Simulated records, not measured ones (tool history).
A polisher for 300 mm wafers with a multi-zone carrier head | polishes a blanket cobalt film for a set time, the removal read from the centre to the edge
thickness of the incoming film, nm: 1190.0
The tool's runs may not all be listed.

run  hour  flow of slurry (ml/min)  pressure of the head's centre zone  pressure of the head's middle zone  pressure of the head's edge zone  polishing time (s)  film removed at the wafer's centre (angstrom)  film removed at mid-radius (angstrom)  film removed at the wafer's edge (angstrom)
  1   0.0                      315                                1.00                                1.00                              1.00                  74                                         4537.3                                 4505.1                                       4358.1
  2   4.1                      305                                0.94                                1.02                              0.97                  66                                         3839.9                                 4129.3                                       3893.6
  3   5.3                      300                                0.90                                1.04                              0.95                  60                                         3354.3                                 3688.2                                       3512.8
  4   8.9                      295                                0.87                                1.08                              0.93                  57                                         3073.7                                 3769.0                                       3291.6
  5  12.1                      255                                0.87                                1.08                              0.93                  57                                         3000.3                                 3638.1                                       3151.7
  6  19.2                      255                                0.87                                1.08                              0.93                  66                                         3475.4                                 4164.4                                       3747.4

Forecast run 7:
  7  27.6                      250                                0.85                                1.08                              0.93                  62                                              ?                                      ?                                            ?

{"run 7": {"film removed at the wafer's centre (angstrom)": 3183.6, "film removed at mid-radius (angstrom)": 3988.7, "film removed at the wafer's edge (angstrom)": 3577.0}}
